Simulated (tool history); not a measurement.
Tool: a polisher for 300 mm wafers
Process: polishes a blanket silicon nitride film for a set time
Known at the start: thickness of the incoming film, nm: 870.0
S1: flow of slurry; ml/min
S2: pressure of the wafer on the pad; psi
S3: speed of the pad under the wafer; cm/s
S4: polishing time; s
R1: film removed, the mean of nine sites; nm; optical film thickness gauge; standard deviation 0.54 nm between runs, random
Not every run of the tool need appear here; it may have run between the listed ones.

run	hour	S1	S2	S3	S4	R1
1	0	305	2.5	116	77	127.68
2	7.2	265	2.5	116	77	122.25
3	11.4	250	2.1	114	77	102.85
4	18.5	250	2.3	114	77	114.06
5	25.3	250	2.3	114	81	118.69
6	33.8	275	2.3	114	81	120.58
7	38.7	270	1.9	108	81	96.08

Run 8 is up next; what results do you expect?
8	44.3	270	1.7	106	81	?

R1: 83.015 nm
